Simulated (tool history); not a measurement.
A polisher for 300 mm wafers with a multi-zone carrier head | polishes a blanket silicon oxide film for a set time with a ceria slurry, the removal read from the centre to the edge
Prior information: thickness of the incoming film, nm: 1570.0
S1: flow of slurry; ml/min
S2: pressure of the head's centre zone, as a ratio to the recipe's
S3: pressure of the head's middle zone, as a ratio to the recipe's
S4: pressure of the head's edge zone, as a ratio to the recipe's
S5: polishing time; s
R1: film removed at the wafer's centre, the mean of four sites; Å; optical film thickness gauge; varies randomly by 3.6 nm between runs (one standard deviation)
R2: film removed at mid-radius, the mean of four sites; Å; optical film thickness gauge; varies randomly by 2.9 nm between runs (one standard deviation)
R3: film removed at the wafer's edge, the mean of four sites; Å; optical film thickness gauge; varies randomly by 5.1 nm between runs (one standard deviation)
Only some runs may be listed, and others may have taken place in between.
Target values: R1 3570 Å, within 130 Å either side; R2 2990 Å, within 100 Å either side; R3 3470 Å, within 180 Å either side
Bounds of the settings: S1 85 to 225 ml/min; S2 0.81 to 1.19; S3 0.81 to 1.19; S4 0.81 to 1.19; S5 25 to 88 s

run 1 hour=0 | S1=145 S2=1 S3=1 S4=1 S5=56 | R1=2198.6 R2=2254.7 R3=2257.1
run 2 hour=1 | S1=145 S2=1 S3=1 S4=1 S5=69 | R1=2723.1 R2=2775.3 R3=2837.9
run 3 hour=2.4 | S1=145 S2=0.94 S3=1 S4=1 S5=69 | R1=2552.3 R2=2780.8 R3=2761.7
run 4 hour=6.7 | S1=150 S2=0.97 S3=0.99 S4=1.02 S5=69 | R1=2679.8 R2=2795.5 R3=2754.4
run 5 hour=12.1 | S1=150 S2=0.91 S3=0.99 S4=1.02 S5=69 | R1=2513.8 R2=2767.2 R3=2800.3
run 6 hour=14.3 | S1=130 S2=0.91 S3=0.99 S4=1.02 S5=69 | R1=2438.4 R2=2727.6 R3=2788.3
run 7 hour=16.8 | S1=125 S2=0.94 S3=0.98 S4=1.03 S5=71 | R1=2527.3 R2=2701.2 R3=2816.8
run 8 hour=19.1 | S1=165 S2=1.04 S3=0.9 S4=1.13 S5=80 | R1=3269.8 R2=3039.9 R3=3476.1
run 9 hour=27.4 | S1=165 S2=1.05 S3=0.9 S4=1.13 S5=80 | R1=3388.3 R2=3004 R3=3515.1
run 10 hour=28.2 | S1=165 S2=1.06 S3=0.9 S4=1.13 S5=80 | R1=3414.1 R2=3045 R3=3524.7

Which of these 4 next moves meets every target?
run A hour=29 | S1=160 S2=1.13 S3=0.81 S4=1.12 S5=79 | R1=? R2=? R3=?
run B hour=29 | S1=150 S2=1.12 S3=0.9 S4=1.1 S5=80 | R1=? R2=? R3=?
run C hour=29 | S1=165 S2=1.13 S3=0.98 S4=1.1 S5=70 | R1=? R2=? R3=?
run D hour=29 | S1=160 S2=1.06 S3=0.91 S4=1.17 S5=78 | R1=? R2=? R3=?

move=A R1=3536.5 R2=2685.6 R3=3497.9
move=B R1=3506.8 R2=2930.6 R3=3476.2
move=C R1=3157 R2=2801.9 R3=3076.3
move=D R1=3296.9 R2=2918.9 R3=3527.6
A: the furthest-off result lands on target, but another misses its tolerance
B: every result lands within tolerance
C: moves away from the targets compared with the last run
D: moves away from the targets compared with the last run
So the answer is move B, the one that meets all the targets.
